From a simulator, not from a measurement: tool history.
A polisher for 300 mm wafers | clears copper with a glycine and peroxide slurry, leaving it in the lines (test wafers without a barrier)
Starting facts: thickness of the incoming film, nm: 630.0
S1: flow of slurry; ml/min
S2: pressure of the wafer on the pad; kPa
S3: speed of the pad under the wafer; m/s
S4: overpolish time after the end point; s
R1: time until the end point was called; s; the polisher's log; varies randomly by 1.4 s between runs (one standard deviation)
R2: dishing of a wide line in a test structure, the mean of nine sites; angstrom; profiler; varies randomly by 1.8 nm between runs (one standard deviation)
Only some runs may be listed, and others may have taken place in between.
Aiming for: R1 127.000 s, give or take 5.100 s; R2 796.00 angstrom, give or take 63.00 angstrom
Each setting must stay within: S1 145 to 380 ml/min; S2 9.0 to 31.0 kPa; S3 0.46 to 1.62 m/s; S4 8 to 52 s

run,hour,S1,S2,S3,S4,R1,R2
1,0.0,245,20.0,1.04,26,95.909,749.24
2,1.8,245,18.6,1.04,29,103.560,794.26
3,5.0,205,18.6,1.04,29,108.380,741.91
4,12.1,205,18.6,1.04,37,109.090,876.73
5,14.5,200,17.9,1.04,37,112.810,837.11
# hour 16.5: slurry nozzle cleaned
6,16.5,195,17.2,1.04,37,104.480,861.52
7,25.3,195,17.2,0.98,37,112.150,826.68
8,26.0,195,15.9,0.96,38,118.710,767.16
9,28.0,195,15.9,0.96,38,120.030,822.39

Pick the move, out of 4, that brings all results within their allowed miss; only one does.
A,30.0,220,15.2,1.14,31,?,?
B,30.0,180,20.0,0.80,25,?,?
C,30.0,165,13.8,1.24,25,?,?
D,30.0,195,17.2,0.84,38,?,?

move,R1,R2
A,109.290,753.35
B,119.950,654.74
C,115.500,638.90
D,128.070,797.50
A: further off than the last run
B: further off than the last run
C: further off than the last run
D: all results in spec
D meets every target.

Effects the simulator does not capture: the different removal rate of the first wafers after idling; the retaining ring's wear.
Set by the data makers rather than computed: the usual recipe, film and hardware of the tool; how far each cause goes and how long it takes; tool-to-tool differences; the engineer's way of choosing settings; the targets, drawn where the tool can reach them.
